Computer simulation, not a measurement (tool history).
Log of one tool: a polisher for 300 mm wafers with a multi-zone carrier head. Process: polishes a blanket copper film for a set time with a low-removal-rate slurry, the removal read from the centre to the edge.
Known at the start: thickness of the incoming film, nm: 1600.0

run  hour  flow of slurry (ml/min)  pressure of the head's centre zone  pressure of the head's middle zone  pressure of the head's edge zone  abrasive content of the slurry  polishing time (s)  film removed at the wafer's centre (angstrom)  film removed at mid-radius (angstrom)  film removed at the wafer's edge (angstrom)
  1     0                      215                                   1                                   1                                 1                               1                  39                                         949.87                                 967.32                                       933.98
  2     4                      215                                   1                                0.91                                 1                               1                  39                                         944.39                                 885.13                                       946.88
  3   7.4                      215                                   1                                0.91                                 1                               1                  35                                          851.9                                 796.09                                       836.71
  4    14                      215                                   1                                0.91                                 1                               1                  27                                         668.82                                 626.93                                        645.1
  5  22.1                      215                                   1                                0.83                                 1                               1                  27                                         664.84                                  567.5                                       648.35
  6  24.7                      215                                   1                                0.83                              1.05                               1                  27                                         658.72                                 561.86                                       661.22
  7    27                      225                                1.01                                0.92                              1.07                            1.15                  30                                         764.09                                 714.27                                       764.79
  8    30                      235                                1.02                                0.98                              1.09                            1.25                  32                                         854.67                                 838.05                                       858.85
  9  35.1                      250                                1.03                                1.04                              1.11                            1.35                  33                                         916.77                                  912.7                                       906.12
 10  36.9                      250                                1.02                                1.08                              1.11                             1.4                  35                                         974.13                                 1015.4                                       976.29
 11  43.2                      305                                1.03                                1.18                              1.14                             1.5                  36                                         1035.5                                 1180.6                                       1046.2

Estimate the outcome of run 12 from the log above:
 12  44.3                      310                                1.03                                1.18                              1.14                             1.5                  36                                              ?                                      ?                                            ?

Run 12 gave film removed at the wafer's centre (angstrom) 1047.6, film removed at mid-radius (angstrom) 1190.7, film removed at the wafer's edge (angstrom) 1033.3.
